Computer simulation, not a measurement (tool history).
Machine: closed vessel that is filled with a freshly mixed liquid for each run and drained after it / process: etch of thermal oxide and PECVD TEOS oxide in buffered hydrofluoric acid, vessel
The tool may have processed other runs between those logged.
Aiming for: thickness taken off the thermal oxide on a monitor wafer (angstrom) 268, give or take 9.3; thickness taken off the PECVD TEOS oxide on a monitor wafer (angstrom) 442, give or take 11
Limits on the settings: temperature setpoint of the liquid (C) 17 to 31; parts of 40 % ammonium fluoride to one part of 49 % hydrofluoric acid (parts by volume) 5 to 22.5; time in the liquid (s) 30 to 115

run    day  temperature setpoint of the liquid (C)  parts of 40 % ammonium fluoride to one part of 49 % hydrofluoric acid (parts by volume)  time in the liquid (s)  thickness taken off the thermal oxide on a monitor wafer (angstrom)  thickness taken off the PECVD TEOS oxide on a monitor wafer (angstrom)
  1      0                                      23                                                                                     13.5                      60                                                               466.04                                                                  779.16
  2  0.104                                    21.5                                                                                     13.5                      60                                                               430.07                                                                  722.02
  3  0.408                                    21.5                                                                                     13.5                      85                                                               604.47                                                                  998.11
  4  0.646                                      19                                                                                     13.5                      85                                                               531.27                                                                  887.13
  5  0.971                                    20.5                                                                                     13.5                      85                                                               579.24                                                                   944.1
  6  1.317                                      20                                                                                     14.5                      85                                                               522.95                                                                  858.63
  7  1.438                                    19.5                                                                                       15                      85                                                               502.65                                                                  817.25
  8  1.617                                      17                                                                                     19.5                      85                                                                330.9                                                                  544.96
  9  1.846                                      17                                                                                       20                      85                                                               324.82                                                                  529.92
 10  2.146                                      17                                                                                     21.5                      85                                                               305.72                                                                  500.94
 11  2.475                                      17                                                                                       22                      80                                                               281.36                                                                  466.63
 12  2.712                                      17                                                                                     22.5                      80                                                               280.13                                                                  469.28

Below are 4 possible settings for the next run. Only one of them brings all results inside the allowed miss of their targets. Which is it?
  A  2.95                                      17                                                                                       22                      70                                                                    ?                                                                       ?
  B  2.95                                    17.5                                                                                     22.5                      75                                                                    ?                                                                       ?
  C  2.95                                      19                                                                                       20                      60                                                                    ?                                                                       ?
  D  2.95                                      18                                                                                       21                      65                                                                    ?                                                                       ?

move  thickness taken off the thermal oxide on a monitor wafer (angstrom)  thickness taken off the PECVD TEOS oxide on a monitor wafer (angstrom)
   A                                                               244.12                                                                   406.1
   B                                                                  265                                                                  440.82
   C                                                               250.43                                                                  416.58
   D                                                               247.85                                                                  412.29
A: takes the result that was furthest off past its target
B: meets every target
C: takes the result that was furthest off past its target
D: takes the result that was furthest off past its target
Answer: B

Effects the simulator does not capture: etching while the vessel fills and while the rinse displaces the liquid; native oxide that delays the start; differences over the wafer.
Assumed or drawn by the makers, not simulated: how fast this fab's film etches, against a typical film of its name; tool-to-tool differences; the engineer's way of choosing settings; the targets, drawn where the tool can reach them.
